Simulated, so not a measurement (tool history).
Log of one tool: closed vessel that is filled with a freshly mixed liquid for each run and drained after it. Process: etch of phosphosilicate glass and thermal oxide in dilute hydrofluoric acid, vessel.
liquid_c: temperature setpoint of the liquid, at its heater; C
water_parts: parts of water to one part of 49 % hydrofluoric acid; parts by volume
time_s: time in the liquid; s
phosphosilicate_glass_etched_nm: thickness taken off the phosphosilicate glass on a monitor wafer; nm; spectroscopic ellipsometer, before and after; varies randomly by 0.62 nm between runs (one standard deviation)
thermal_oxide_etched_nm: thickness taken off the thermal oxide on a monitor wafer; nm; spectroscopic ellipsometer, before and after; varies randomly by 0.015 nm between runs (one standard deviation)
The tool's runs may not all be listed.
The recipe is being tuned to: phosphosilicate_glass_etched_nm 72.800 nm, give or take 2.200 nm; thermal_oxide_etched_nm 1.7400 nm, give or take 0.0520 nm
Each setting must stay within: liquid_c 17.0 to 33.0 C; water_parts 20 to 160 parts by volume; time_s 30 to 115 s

run	hour	liquid_c	water_parts	time_s	phosphosilicate_glass_etched_nm	thermal_oxide_etched_nm
1	0.0	25.0	90	60	146.230	3.4764
2	2.6	25.0	90	45	111.880	2.5911
3	11.8	23.0	95	45	95.841	2.2855
4	16.1	22.0	95	45	92.226	2.2055
5	20.5	23.5	95	45	98.042	2.3291
6	22.6	22.5	95	45	93.554	2.2471
7	29.3	22.0	100	45	87.105	2.0491
# hour 37.9: thermometer replaced
8	37.9	21.0	100	45	79.390	1.8678
9	46.4	20.5	100	45	77.608	1.8412
10	54.9	20.0	100	45	75.129	1.8254

Pick the move, out of 5, that brings all results within their allowed miss; only one does.
A	63.4	20.0	105	50	?	?
B	63.4	20.5	95	40	?	?
C	63.4	27.0	135	50	?	?
D	63.4	17.0	85	45	?	?
E	63.4	27.0	125	45	?	?

move	phosphosilicate_glass_etched_nm	thermal_oxide_etched_nm
A	80.642	1.8932
B	73.602	1.7280
C	79.675	1.8705
D	80.835	1.8978
E	78.425	1.8412
A: moves away from the targets compared with the last run
B: in spec on every target
C: moves away from the targets compared with the last run
D: moves away from the targets compared with the last run
E: moves away from the targets compared with the last run
The move that meets every target is B.
